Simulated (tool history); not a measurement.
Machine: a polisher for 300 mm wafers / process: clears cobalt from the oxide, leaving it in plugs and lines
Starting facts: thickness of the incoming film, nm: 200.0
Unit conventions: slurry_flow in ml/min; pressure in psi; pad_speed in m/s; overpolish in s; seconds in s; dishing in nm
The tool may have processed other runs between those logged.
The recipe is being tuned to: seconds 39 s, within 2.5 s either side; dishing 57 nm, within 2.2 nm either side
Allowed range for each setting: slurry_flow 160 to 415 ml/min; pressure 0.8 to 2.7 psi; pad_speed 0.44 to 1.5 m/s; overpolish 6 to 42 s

run,day,slurry_flow,pressure,pad_speed,overpolish,seconds,dishing
1,0,265,1.7,0.96,21,54.783,41.978
2,0.288,265,1.9,0.96,22,51.052,44.355
3,0.55,320,1.9,0.96,22,49.958,44.402
4,0.592,320,1.6,0.96,22,57.315,41.677
5,0.708,320,1.8,0.98,23,50.587,45.188
6,1.029,320,1.9,1,24,46.998,46.681
7,1.258,320,2,1,26,44.805,50.293
8,1.358,320,2.1,1,27,44.958,50.515

4 candidate next runs follow, results not yet known. Just one meets every target within its allowed miss. Identify it.
A,1.458,310,1.9,0.92,34,?,?
B,1.458,250,1.9,1.26,34,?,?
C,1.458,290,2.6,1.02,15,?,?
D,1.458,320,1.8,1.14,19,?,?

move,seconds,dishing
A,52.52,52.15
B,39.555,56.025
C,36.328,43.146
D,44.531,43.919
A: the biggest miss grows against the last run
B: all results land within tolerance of their targets
C: the biggest miss grows against the last run
D: the biggest miss grows against the last run
Move B is the one to make.
